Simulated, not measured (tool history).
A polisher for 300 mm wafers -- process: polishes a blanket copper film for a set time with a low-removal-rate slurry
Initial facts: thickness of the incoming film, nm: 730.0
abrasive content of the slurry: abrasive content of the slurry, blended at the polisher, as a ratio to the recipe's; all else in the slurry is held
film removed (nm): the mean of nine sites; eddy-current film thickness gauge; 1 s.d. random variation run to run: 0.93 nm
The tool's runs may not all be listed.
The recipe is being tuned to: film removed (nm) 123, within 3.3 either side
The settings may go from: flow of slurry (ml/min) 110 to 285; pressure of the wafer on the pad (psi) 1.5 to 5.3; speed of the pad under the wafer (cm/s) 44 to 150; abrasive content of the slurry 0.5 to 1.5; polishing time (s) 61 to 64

run	day	flow of slurry (ml/min)	pressure of the wafer on the pad (psi)	speed of the pad under the wafer (cm/s)	abrasive content of the slurry	polishing time (s)	film removed (nm)
1	0	180	3.4	96	1	61	223.33
2	0.362	205	3.4	96	1	61	223.65
3	0.462	205	2.8	94	1	61	186.37
4	0.579	205	2.4	92	1	61	156.29
5	0.862	250	2.4	92	1	61	158.7
6	0.946	250	2.1	92	1	61	140.84
7	1.142	250	2	92	1	61	134.24
8	1.242	250	2	92	1	61	135.89
9	1.425	250	2	92	1	61	134.75
10	1.512	250	1.9	92	1	61	126.24
11	1.604	250	1.9	92	1	61	127.2

Which of these 5 next moves meets every target?
A	1.696	215	2.1	90	0.85	64	?
B	1.696	250	1.7	100	1.1	64	?
C	1.696	230	1.7	100	1	61	?
D	1.696	240	2	88	1.05	61	?
E	1.696	235	3.2	52	1.05	64	?

move	film removed (nm)
A	135.35
B	133.93
C	123.27
D	129.31
E	128.4
A: misses by more than the last run did
B: misses by more than the last run did
C: all results land within tolerance of their targets
D: misses by more than the last run did
E: misses by more than the last run did
The move that meets every target is C.

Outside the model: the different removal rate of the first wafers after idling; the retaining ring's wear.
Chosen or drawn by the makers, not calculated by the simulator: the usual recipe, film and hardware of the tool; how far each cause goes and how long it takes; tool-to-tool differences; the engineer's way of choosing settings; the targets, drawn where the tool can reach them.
